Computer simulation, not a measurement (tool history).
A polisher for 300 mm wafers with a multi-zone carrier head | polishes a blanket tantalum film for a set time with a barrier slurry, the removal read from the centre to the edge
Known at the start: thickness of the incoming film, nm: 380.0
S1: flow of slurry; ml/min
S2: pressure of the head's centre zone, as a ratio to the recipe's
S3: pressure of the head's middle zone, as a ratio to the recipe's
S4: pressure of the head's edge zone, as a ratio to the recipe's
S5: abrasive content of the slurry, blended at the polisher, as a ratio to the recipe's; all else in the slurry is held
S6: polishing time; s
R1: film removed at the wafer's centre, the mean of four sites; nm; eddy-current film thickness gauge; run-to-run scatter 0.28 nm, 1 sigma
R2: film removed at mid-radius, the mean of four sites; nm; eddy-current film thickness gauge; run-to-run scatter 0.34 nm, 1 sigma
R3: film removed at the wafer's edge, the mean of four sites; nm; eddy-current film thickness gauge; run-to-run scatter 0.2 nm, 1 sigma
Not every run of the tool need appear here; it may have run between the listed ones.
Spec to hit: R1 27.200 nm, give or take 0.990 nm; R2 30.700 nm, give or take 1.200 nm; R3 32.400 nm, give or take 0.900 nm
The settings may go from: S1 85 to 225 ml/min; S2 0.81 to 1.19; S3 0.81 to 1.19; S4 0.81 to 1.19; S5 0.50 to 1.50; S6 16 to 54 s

Run 1, hour 0.0: S1 145 ml/min, S2 1.00, S3 1.00, S4 1.00, S5 1.00, S6 35 s. Result: R1 34.207 nm, R2 35.902 nm, R3 34.382 nm.
Run 2, hour 3.2: S1 135 ml/min, S2 0.97, S3 0.98, S4 1.00, S5 1.00, S6 35 s. Result: R1 31.924 nm, R2 33.800 nm, R3 33.600 nm.
Run 3, hour 9.3: S1 125 ml/min, S2 0.95, S3 0.98, S4 1.01, S5 1.00, S6 35 s. Result: R1 30.532 nm, R2 33.216 nm, R3 33.525 nm.
Run 4, hour 15.4: S1 125 ml/min, S2 0.95, S3 0.98, S4 1.01, S5 1.00, S6 29 s. Result: R1 25.962 nm, R2 27.603 nm, R3 27.812 nm.
Run 5, hour 23.5: S1 125 ml/min, S2 0.95, S3 0.98, S4 1.01, S5 1.00, S6 24 s. Result: R1 21.732 nm, R2 22.523 nm, R3 22.815 nm.
Run 6, hour 25.5: S1 140 ml/min, S2 0.95, S3 0.98, S4 1.01, S5 1.00, S6 24 s. Result: R1 22.233 nm, R2 23.334 nm, R3 23.430 nm.
Run 7, hour 29.2: S1 150 ml/min, S2 0.94, S3 0.99, S4 1.05, S5 1.15, S6 24 s. Result: R1 23.933 nm, R2 25.254 nm, R3 25.326 nm.
Run 8, hour 33.1: S1 185 ml/min, S2 0.84, S3 0.98, S4 1.15, S5 1.40, S6 26 s. Result: R1 25.558 nm, R2 29.902 nm, R3 31.447 nm.
Run 9, hour 35.1: S1 190 ml/min, S2 0.85, S3 0.98, S4 1.15, S5 1.40, S6 26 s. Result: R1 25.741 nm, R2 29.801 nm, R3 31.474 nm.

Next run, 4 choices. One meets every target within its allowed miss, the rest don't. Which?
Run A, hour 37.1: S1 185 ml/min, S2 0.88, S3 1.03, S4 1.07, S5 1.45, S6 26 s. Result: R1 ?, R2 ?, R3 ?.
Run B, hour 37.1: S1 220 ml/min, S2 0.85, S3 0.95, S4 1.12, S5 1.20, S6 28 s. Result: R1 ?, R2 ?, R3 ?.
Run C, hour 37.1: S1 150 ml/min, S2 0.81, S3 0.94, S4 1.09, S5 1.10, S6 29 s. Result: R1 ?, R2 ?, R3 ?.
Run D, hour 37.1: S1 215 ml/min, S2 0.86, S3 0.89, S4 1.19, S5 1.10, S6 27 s. Result: R1 ?, R2 ?, R3 ?.

move      R1      R2      R3
   A  27.157  30.911  30.616
   B  27.634  30.236  32.625
   C  24.732  28.234  30.833
   D  26.025  26.706  31.449
A: corrects the largest miss of the last run, while another result sits out of spec
B: meets every target
C: misses by more than the last run did
D: misses by more than the last run did
Correct choice: B, which meets every target

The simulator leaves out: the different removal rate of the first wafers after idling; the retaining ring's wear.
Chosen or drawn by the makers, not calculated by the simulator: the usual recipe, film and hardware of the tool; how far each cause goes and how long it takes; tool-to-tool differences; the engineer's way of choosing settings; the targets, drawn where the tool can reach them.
